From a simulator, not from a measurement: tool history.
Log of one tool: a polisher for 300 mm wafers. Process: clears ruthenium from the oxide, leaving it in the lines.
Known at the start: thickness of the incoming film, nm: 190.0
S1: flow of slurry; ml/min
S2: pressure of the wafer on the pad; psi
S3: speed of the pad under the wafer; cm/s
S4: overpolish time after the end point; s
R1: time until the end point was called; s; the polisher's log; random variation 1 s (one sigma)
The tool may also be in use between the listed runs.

run    day   S1   S2  S3  S4      R1
  1      0  305  2.8  98   8  133.66
  2  0.229  305  3.1  98   8  119.23
  3  0.608  305  3.1  98   8  119.01
  4  0.983  305  3.4  98   8  110.26
  5    1.1  305  3.4  98   8  111.14
  6  1.438  305  3.4  98   8  110.11
  7  1.567  305  3.5  98   8     106

Forecast run 8:
  8  1.658  305  3.6  98   8   ?

{"run 8": {"R1": 107.34}}
